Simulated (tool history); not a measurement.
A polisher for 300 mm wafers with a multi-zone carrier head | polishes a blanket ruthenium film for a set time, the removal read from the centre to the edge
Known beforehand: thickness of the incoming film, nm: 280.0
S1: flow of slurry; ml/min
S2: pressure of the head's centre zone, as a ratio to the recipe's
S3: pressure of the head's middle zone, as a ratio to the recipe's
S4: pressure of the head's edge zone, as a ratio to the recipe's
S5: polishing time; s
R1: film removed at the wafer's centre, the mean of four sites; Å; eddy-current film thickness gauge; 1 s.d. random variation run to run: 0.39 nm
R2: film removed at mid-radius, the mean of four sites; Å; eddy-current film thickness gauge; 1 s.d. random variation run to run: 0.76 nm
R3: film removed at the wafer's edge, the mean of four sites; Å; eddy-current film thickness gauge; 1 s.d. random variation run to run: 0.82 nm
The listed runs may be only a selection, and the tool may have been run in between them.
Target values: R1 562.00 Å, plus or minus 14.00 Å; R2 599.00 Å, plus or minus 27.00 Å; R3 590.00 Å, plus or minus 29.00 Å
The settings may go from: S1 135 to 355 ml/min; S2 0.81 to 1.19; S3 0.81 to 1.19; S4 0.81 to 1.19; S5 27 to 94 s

{"run": 1, "day": 0.0, "S1": 225, "S2": 1.0, "S3": 1.0, "S4": 1.0, "S5": 60, "R1": 819.58, "R2": 815.21, "R3": 827.08}
{"run": 2, "day": 0.142, "S1": 190, "S2": 1.0, "S3": 1.0, "S4": 1.0, "S5": 60, "R1": 794.52, "R2": 791.14, "R3": 799.35}
{"run": 3, "day": 0.425, "S1": 190, "S2": 1.0, "S3": 1.0, "S4": 1.0, "S5": 46, "R1": 602.65, "R2": 603.58, "R3": 620.95}
{"run": 4, "day": 0.746, "S1": 180, "S2": 0.99, "S3": 1.01, "S4": 0.99, "S5": 46, "R1": 602.25, "R2": 607.51, "R3": 592.81}
{"run": 5, "day": 0.883, "S1": 180, "S2": 0.99, "S3": 0.92, "S4": 0.99, "S5": 46, "R1": 601.28, "R2": 584.81, "R3": 605.09}
{"run": 6, "day": 1.233, "S1": 175, "S2": 0.98, "S3": 0.93, "S4": 0.99, "S5": 46, "R1": 583.35, "R2": 569.62, "R3": 596.3}
{"run": 7, "day": 1.3, "S1": 170, "S2": 0.97, "S3": 0.95, "S4": 0.99, "S5": 46, "R1": 576.78, "R2": 578.56, "R3": 609.14}
{"run": 8, "day": 1.362, "S1": 170, "S2": 0.97, "S3": 0.97, "S4": 0.98, "S5": 46, "R1": 579.75, "R2": 590.14, "R3": 594.12}

Which one of the following 4 next-run settings gets every result inside its allowed miss? There is exactly one.
{"run": "A", "day": 1.425, "S1": 180, "S2": 1.01, "S3": 0.93, "S4": 0.97, "S5": 46, "R1": "?", "R2": "?", "R3": "?"}
{"run": "B", "day": 1.425, "S1": 175, "S2": 1.01, "S3": 1.07, "S4": 0.91, "S5": 45, "R1": "?", "R2": "?", "R3": "?"}
{"run": "C", "day": 1.425, "S1": 180, "S2": 1.03, "S3": 1.05, "S4": 0.94, "S5": 45, "R1": "?", "R2": "?", "R3": "?"}
{"run": "D", "day": 1.425, "S1": 135, "S2": 0.96, "S3": 1.0, "S4": 0.94, "S5": 47, "R1": "?", "R2": "?", "R3": "?"}

move=A R1=605.46 R2=575.54 R3=610.41
move=B R1=589.71 R2=612.23 R3=576.82
move=C R1=603.97 R2=607.51 R3=587.65
move=D R1=555.34 R2=583.84 R3=591.17
A: further off than the last run
B: further off than the last run
C: further off than the last run
D: meets every target
Move D is the one to make.
